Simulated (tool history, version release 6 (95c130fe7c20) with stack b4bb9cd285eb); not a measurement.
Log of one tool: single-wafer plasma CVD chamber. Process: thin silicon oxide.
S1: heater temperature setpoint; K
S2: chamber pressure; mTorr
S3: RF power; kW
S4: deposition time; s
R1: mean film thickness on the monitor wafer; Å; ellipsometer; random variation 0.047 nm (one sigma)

run,hour,S1,S2,S3,S4,R1
1,0.0,693.15,979,0.345,5.25,127.00
2,6.5,693.15,979,0.305,5.25,119.22
3,8.5,693.15,924,0.305,5.25,113.28
4,15.4,693.15,885,0.305,5.25,106.16
5,24.1,693.15,1018,0.305,5.25,123.23
6,32.4,693.15,1018,0.270,5.25,115.87
7,37.0,693.15,979,0.270,5.25,110.50
8,39.5,693.15,950,0.270,5.25,107.77
9,44.3,693.15,925,0.270,5.25,104.73
10,46.0,693.15,906,0.270,5.25,103.33

Run 11 comes next. What will it give?
# hour 47.6: thermocouple changed; heater temperature recalibrated
11,47.6,693.15,889,0.270,5.25,?

{"run 11": {"R1": 101.29}}
